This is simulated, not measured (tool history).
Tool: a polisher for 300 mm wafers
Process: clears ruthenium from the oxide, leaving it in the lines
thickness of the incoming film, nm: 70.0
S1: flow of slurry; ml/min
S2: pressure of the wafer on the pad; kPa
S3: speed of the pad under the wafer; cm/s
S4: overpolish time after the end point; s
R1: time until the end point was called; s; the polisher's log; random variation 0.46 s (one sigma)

| run | hour | S1 | S2 | S3 | S4 | R1 |
|---|---|---|---|---|---|---|
| 1 | 0 | 205 | 10.3 | 112 | 39 | 65.978 |
| 2 | 4.8 | 160 | 10.3 | 112 | 39 | 68.215 |
| 3 | 8.9 | 160 | 10.3 | 112 | 39 | 68.427 |
| 4 | 12.8 | 125 | 10.3 | 112 | 39 | 70.267 |
| 5 | 18.8 | 130 | 11.7 | 114 | 39 | 60.86 |
| 6 | 22.9 | 135 | 12.4 | 116 | 39 | 55.845 |
| 7 | 29.2 | 140 | 13.1 | 118 | 39 | 51.249 |
|  | 35.5 | head pressure recalibrated |
| 8 | 35.5 | 145 | 15.9 | 122 | 39 | 42.948 |

Forecast run 9:
| 9 | 41.5 | 145 | 15.9 | 124 | 39 | ? |

Run 9 gave R1 42.93 s.
